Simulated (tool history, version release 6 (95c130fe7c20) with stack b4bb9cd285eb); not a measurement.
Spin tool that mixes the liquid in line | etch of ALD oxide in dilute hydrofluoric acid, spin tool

run    day  temperature setpoint of the liquid (C)  parts of water to one part of 49 % hydrofluoric acid (parts by volume)  time under the liquid (s)  thickness taken off the ALD oxide on a monitor wafer (angstrom)
  1      0                                      20                                                                     195                        305                                                           132.06
  2  0.279                                    21.5                                                                     195                        305                                                           138.91
  3  0.446                                    21.5                                                                     195                        325                                                           148.88
  4  0.542                                    21.5                                                                     255                        325                                                            107.1
  5  0.658                                    21.5                                                                     255                        325                                                           107.73
     1.025  -- thermometer replaced
  6  1.025                                      19                                                                     255                        325                                                            106.8
  7  1.296                                      19                                                                     235                        325                                                           117.26
  8  1.562                                    19.5                                                                     220                        325                                                           129.83
  9  1.596                                      20                                                                     210                        325                                                           139.95

Forecast run 10:
 10  1.746                                      20                                                                     200                        325                                                                ?

{"run 10": {"thickness taken off the ALD oxide on a monitor wafer (angstrom)": 147.69}}
